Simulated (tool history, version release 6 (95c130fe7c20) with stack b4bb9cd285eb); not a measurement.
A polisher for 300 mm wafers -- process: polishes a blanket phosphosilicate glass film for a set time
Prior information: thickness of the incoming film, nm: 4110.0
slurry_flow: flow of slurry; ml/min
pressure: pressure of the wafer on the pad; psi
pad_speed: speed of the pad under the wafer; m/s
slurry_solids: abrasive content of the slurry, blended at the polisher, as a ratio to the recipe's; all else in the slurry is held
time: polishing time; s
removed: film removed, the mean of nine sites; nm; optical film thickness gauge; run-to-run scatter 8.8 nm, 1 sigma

run 1 hour=0 | slurry_flow=135 pressure=3.1 pad_speed=0.98 slurry_solids=1 time=45 | removed=426.28
run 2 hour=5.8 | slurry_flow=160 pressure=3.1 pad_speed=0.98 slurry_solids=1 time=45 | removed=439.79
run 3 hour=14 | slurry_flow=160 pressure=3.1 pad_speed=1.2 slurry_solids=1 time=45 | removed=498.4
run 4 hour=16.8 | slurry_flow=160 pressure=3.1 pad_speed=1.2 slurry_solids=1.15 time=45 | removed=537.04
run 5 hour=23.6 | slurry_flow=160 pressure=3.3 pad_speed=1.2 slurry_solids=1.15 time=45 | removed=558.98
run 6 hour=25.9 | slurry_flow=160 pressure=3.5 pad_speed=1.2 slurry_solids=1.15 time=45 | removed=592.07
run 7 hour=30 | slurry_flow=160 pressure=3.6 pad_speed=1.2 slurry_solids=1.15 time=45 | removed=606.49

Forecast run 8:
run 8 hour=32.6 | slurry_flow=160 pressure=3.7 pad_speed=1.2 slurry_solids=1.15 time=45 | removed=?

Run 8 measured removed 630.76 nm.

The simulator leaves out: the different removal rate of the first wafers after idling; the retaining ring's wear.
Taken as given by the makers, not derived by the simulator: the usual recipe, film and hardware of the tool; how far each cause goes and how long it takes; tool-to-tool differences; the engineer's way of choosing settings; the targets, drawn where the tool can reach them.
